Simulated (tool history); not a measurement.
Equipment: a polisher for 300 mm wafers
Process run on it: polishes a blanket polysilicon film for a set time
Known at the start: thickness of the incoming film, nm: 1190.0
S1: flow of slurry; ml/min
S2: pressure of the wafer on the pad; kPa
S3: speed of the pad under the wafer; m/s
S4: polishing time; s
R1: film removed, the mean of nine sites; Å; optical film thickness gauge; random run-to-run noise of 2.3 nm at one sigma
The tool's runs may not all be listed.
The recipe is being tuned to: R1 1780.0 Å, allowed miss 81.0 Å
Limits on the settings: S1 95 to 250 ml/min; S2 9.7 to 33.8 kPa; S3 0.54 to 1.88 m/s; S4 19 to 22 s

Run 1, hour 0.0: S1 160 ml/min, S2 21.4 kPa, S3 1.20 m/s, S4 22 s. Result: R1 2372.8 Å.
Run 2, hour 8.1: S1 180 ml/min, S2 21.4 kPa, S3 1.20 m/s, S4 22 s. Result: R1 2455.3 Å.
Run 3, hour 12.6: S1 210 ml/min, S2 21.4 kPa, S3 1.20 m/s, S4 22 s. Result: R1 2448.5 Å.
Run 4, hour 20.9: S1 180 ml/min, S2 21.4 kPa, S3 1.20 m/s, S4 22 s. Result: R1 2419.4 Å.
Run 5, hour 25.3: S1 150 ml/min, S2 21.4 kPa, S3 1.20 m/s, S4 22 s. Result: R1 2390.4 Å.
Run 6, hour 33.3: S1 150 ml/min, S2 20.7 kPa, S3 1.20 m/s, S4 22 s. Result: R1 2293.0 Å.
Run 7, hour 35.1: S1 150 ml/min, S2 20.0 kPa, S3 1.20 m/s, S4 22 s. Result: R1 2242.3 Å.
Run 8, hour 39.5: S1 150 ml/min, S2 19.3 kPa, S3 1.20 m/s, S4 22 s. Result: R1 2141.7 Å.
Run 9, hour 47.5: S1 150 ml/min, S2 18.6 kPa, S3 1.20 m/s, S4 22 s. Result: R1 2042.6 Å.
Run 10, hour 51.1: S1 150 ml/min, S2 17.9 kPa, S3 1.20 m/s, S4 22 s. Result: R1 1987.2 Å.

Next run, 4 choices. One meets every target within its allowed miss, the rest don't. Which?
Run A, hour 54.7: S1 165 ml/min, S2 16.5 kPa, S3 1.18 m/s, S4 21 s. Result: R1 ?.
Run B, hour 54.7: S1 160 ml/min, S2 16.5 kPa, S3 1.16 m/s, S4 19 s. Result: R1 ?.
Run C, hour 54.7: S1 140 ml/min, S2 15.9 kPa, S3 1.50 m/s, S4 22 s. Result: R1 ?.
Run D, hour 54.7: S1 115 ml/min, S2 15.2 kPa, S3 1.88 m/s, S4 22 s. Result: R1 ?.

move      R1
   A  1774.7
   B  1572.6
   C  2201.3
   D  2548.9
A: each result inside its tolerance
B: moves the result that the last run missed by most past its target, out the other side
C: its largest miss is bigger than the last run's
D: its largest miss is bigger than the last run's
The move that meets every target is A.
